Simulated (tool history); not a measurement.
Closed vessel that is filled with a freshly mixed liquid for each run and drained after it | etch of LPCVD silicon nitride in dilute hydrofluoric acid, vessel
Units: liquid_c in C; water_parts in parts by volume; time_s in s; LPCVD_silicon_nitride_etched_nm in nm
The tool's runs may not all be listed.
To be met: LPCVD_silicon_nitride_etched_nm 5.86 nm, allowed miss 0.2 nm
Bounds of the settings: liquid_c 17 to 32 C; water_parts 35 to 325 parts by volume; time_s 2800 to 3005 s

run  hour  liquid_c  water_parts  time_s  LPCVD_silicon_nitride_etched_nm
  1     0        24          180    2800                           6.9077
  2   4.8        24          180    3005                           7.3008
  3   5.9      23.5          180    3005                           7.2909
  4   9.4        23          180    3005                           7.0504
  5  12.1      22.5          180    3005                           6.8434
  6  16.9        22          180    3005                           6.4112
  7    22        22          180    3005                           6.6455
  8  24.3      21.5          180    3005                           6.3569
  9  33.3        21          180    3005                           6.2018

4 next moves are on the table. One of them brings every result within its allowed miss. Which?
  A  42.3      17.5          130    3005                                ?
  B  42.3        21          180    2820                                ?
  C  42.3        24          175    2800                                ?
  D  42.3        23          180    2875                                ?

move  LPCVD_silicon_nitride_etched_nm
   A                           6.7199
   B                            5.815
   C                            7.207
   D                           6.7502
A: further off than the last run
B: meets every target
C: further off than the last run
D: further off than the last run
The right move is B.
